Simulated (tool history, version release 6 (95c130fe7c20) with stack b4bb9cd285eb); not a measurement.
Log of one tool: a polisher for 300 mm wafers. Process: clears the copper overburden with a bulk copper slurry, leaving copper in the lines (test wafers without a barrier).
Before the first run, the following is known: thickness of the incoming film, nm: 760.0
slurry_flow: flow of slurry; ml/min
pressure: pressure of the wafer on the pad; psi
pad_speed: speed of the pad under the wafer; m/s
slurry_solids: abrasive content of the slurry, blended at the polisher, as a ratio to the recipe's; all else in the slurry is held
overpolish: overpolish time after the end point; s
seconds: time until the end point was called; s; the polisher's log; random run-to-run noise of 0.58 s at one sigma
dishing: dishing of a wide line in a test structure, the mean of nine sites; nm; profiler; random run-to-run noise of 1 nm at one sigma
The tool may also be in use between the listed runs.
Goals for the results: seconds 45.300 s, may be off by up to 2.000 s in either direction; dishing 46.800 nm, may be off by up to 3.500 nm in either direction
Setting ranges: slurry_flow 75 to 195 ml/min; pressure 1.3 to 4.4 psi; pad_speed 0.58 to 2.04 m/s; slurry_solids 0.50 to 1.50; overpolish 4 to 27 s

run	day	slurry_flow	pressure	pad_speed	slurry_solids	overpolish	seconds	dishing
1	0.000	125	2.8	1.30	1.00	14	58.469	59.218
2	0.050	125	2.8	1.04	1.00	14	70.748	53.313
3	0.371	135	3.0	1.04	1.05	12	65.894	54.281
4	0.625	110	3.0	1.04	1.05	12	67.272	55.081
5	0.846	110	3.0	1.36	1.05	12	53.688	59.120
6	1.083	130	3.0	1.42	0.95	10	52.629	56.866
7	1.321	145	3.0	1.48	0.90	9	49.587	53.050
8	1.404	150	3.1	1.48	0.90	8	47.914	51.387

Which of these 4 next moves meets every target?
A	1.488	175	3.4	1.58	0.85	4	?	?
B	1.488	120	3.4	1.58	1.00	4	?	?
C	1.488	165	2.8	1.68	1.05	6	?	?
D	1.488	170	3.5	1.44	0.70	4	?	?

move	seconds	dishing
A	40.871	38.947
B	41.600	38.488
C	45.408	46.225
D	44.619	36.745
A: takes the biggest miss from the last run beyond its target
B: takes the biggest miss from the last run beyond its target
C: in spec on every target
D: takes the biggest miss from the last run beyond its target
Answer: C

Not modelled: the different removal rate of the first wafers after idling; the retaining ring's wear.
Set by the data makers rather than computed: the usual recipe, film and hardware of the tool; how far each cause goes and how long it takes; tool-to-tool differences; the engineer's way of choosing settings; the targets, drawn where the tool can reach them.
